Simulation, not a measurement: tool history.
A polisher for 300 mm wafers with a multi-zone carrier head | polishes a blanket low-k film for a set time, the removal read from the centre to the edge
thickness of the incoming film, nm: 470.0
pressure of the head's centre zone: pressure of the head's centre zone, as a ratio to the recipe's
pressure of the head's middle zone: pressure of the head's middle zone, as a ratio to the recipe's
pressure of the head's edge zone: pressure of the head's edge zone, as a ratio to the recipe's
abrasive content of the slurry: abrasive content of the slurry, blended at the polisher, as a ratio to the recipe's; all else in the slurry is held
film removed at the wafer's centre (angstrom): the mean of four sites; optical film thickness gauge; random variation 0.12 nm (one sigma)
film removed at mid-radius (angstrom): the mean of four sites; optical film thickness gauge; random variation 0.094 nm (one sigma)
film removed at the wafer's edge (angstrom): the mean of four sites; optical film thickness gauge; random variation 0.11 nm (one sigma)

run  hour  flow of slurry (ml/min)  pressure of the head's centre zone  pressure of the head's middle zone  pressure of the head's edge zone  abrasive content of the slurry  polishing time (s)  film removed at the wafer's centre (angstrom)  film removed at mid-radius (angstrom)  film removed at the wafer's edge (angstrom)
  1     0                      215                                   1                                   1                                 1                               1                  58                                         261.13                                 277.22                                       271.25
  2   2.5                      215                                   1                                0.99                              0.98                            0.95                  54                                          242.6                                 247.29                                       250.96
  3   3.4                      215                                1.06                                0.99                              0.98                            0.95                  54                                         254.57                                 245.21                                       245.67
  4  11.7                      215                                1.06                                0.99                              0.98                            1.05                  54                                         267.49                                  257.3                                       260.58
  5  19.8                      215                                1.05                                0.99                              0.97                               1                  51                                         247.23                                 240.05                                       237.75
  6  24.5                      215                                1.05                                0.99                              0.97                             1.2                  51                                         265.25                                 254.22                                       250.23

The next listed run, before its measurement:
  7    29                      155                                1.03                                0.93                              0.87                            0.95                  35                                              ?                                      ?                                            ?

Run 7 gave film removed at the wafer's centre (angstrom) 150.56, film removed at mid-radius (angstrom) 144.7, film removed at the wafer's edge (angstrom) 144.14.
